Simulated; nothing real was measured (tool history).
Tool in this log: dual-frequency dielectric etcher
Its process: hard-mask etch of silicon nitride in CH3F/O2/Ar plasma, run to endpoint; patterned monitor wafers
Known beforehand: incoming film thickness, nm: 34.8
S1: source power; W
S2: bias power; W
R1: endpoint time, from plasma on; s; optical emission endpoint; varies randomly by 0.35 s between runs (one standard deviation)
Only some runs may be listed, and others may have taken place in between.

run,hour,S1,S2,R1
1,0.0,400,60,54.622
2,6.1,400,55,55.056
3,7.1,400,46,57.521
4,14.9,450,50,53.618
5,17.6,450,42,55.686
6,19.6,490,46,52.797

Estimate the outcome of run 7 from the log above:
7,26.0,510,50,?

{"run 7": {"R1": 50.925}}
